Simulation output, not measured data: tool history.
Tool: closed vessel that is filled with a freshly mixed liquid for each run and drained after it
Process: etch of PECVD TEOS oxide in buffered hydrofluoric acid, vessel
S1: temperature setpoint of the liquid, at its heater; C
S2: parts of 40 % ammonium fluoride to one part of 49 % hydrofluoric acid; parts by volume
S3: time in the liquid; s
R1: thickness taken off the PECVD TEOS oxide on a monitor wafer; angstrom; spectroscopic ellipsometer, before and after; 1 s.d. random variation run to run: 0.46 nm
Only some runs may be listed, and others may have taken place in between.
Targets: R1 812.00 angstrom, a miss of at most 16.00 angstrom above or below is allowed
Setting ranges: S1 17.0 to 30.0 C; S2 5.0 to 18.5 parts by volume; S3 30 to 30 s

run,day,S1,S2,S3,R1
1,0.000,22.0,11.5,30,672.93
2,0.300,23.0,11.5,30,715.99
3,0.596,23.0,9.0,30,884.24
4,0.762,26.0,9.0,30,1044.30
5,1.121,26.0,6.0,30,1515.90
6,1.400,23.5,6.5,30,1237.30
7,1.583,21.5,6.5,30,1120.90
# day 1.667: hydrofluoric acid flow meter replaced
8,1.667,17.5,8.0,30,665.01

Exactly one of the 5 candidate moves below puts every result within its allowed miss. Which one?
A,1.750,18.0,7.0,30,?
B,1.750,17.5,7.0,30,?
C,1.750,21.0,8.0,30,?
D,1.750,20.0,8.0,30,?
E,1.750,19.0,7.5,30,?

move,R1
A,780.19
B,758.35
C,799.14
D,755.80
E,766.25
A: closes in on the targets versus the last run, not all within tolerance yet
B: closes in on the targets versus the last run, not all within tolerance yet
C: each result inside its tolerance
D: closes in on the targets versus the last run, not all within tolerance yet
E: closes in on the targets versus the last run, not all within tolerance yet
Answer: C
